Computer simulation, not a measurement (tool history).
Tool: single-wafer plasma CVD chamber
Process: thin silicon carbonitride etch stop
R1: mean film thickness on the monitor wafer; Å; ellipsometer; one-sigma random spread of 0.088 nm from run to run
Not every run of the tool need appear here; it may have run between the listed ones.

Run 1, hour 0.0: RF power (W) 190, deposition time (s) 26.3. Result: R1 151.94 Å.
Run 2, hour 6.1: RF power (W) 210, deposition time (s) 26.3. Result: R1 157.19 Å.
Run 3, hour 14.3: RF power (W) 210, deposition time (s) 22.6. Result: R1 134.88 Å.
Run 4, hour 17.1: RF power (W) 195, deposition time (s) 22.6. Result: R1 132.46 Å.
Run 5, hour 17.8: RF power (W) 195, deposition time (s) 20.9. Result: R1 122.15 Å.
Run 6, hour 25.1: RF power (W) 200, deposition time (s) 21.7. Result: R1 128.07 Å.
Run 7, hour 29.5: RF power (W) 200, deposition time (s) 21.7. Result: R1 127.26 Å.
Run 8, hour 32.3: RF power (W) 205, deposition time (s) 22.4. Result: R1 132.35 Å.
At hour 41.0: thermocouple changed; heater temperature recalibrated.
Run 9, hour 41.0: RF power (W) 210, deposition time (s) 23.1. Result: R1 136.84 Å.
Run 10, hour 46.3: RF power (W) 210, deposition time (s) 23.7. Result: R1 142.49 Å.
Run 11, hour 50.2: RF power (W) 210, deposition time (s) 23.7. Result: R1 141.45 Å.
Run 12, hour 59.0: RF power (W) 215, deposition time (s) 24.2. Result: R1 145.59 Å.
Run 13, hour 59.6: RF power (W) 215, deposition time (s) 24.2. Result: R1 146.04 Å.
Run 14, hour 66.7: RF power (W) 220, deposition time (s) 24.6. Result: R1 149.64 Å.
Run 15, hour 72.7: RF power (W) 220, deposition time (s) 24.9. Result: R1 150.95 Å.
Run 16, hour 81.2: RF power (W) 220, deposition time (s) 25.2. Result: R1 154.10 Å.

What does the tool deliver on the next run?
Run 17, hour 82.6: RF power (W) 220, deposition time (s) 25.4. Result: R1 ?.

{"run 17": {"R1": 153.1}}
